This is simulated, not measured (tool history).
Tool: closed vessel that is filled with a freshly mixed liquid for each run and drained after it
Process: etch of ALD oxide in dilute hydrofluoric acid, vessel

run,day,temperature setpoint of the liquid (C),parts of water to one part of 49 % hydrofluoric acid (parts by volume),time in the liquid (s),thickness taken off the ALD oxide on a monitor wafer (angstrom)
1,0.000,22.0,225,1135,716.39
2,0.317,21.0,250,1135,603.10
3,0.542,18.0,250,1135,533.99
4,0.838,21.0,250,1135,606.06
5,1.162,20.0,270,1135,528.96
6,1.504,19.5,285,1135,479.28
7,1.821,19.0,295,1135,447.23
8,1.992,18.5,305,1135,424.28

Forecast run 9:
9,2.296,18.0,315,1135,?

{"run 9": {"thickness taken off the ALD oxide on a monitor wafer (angstrom)": 403.27}}
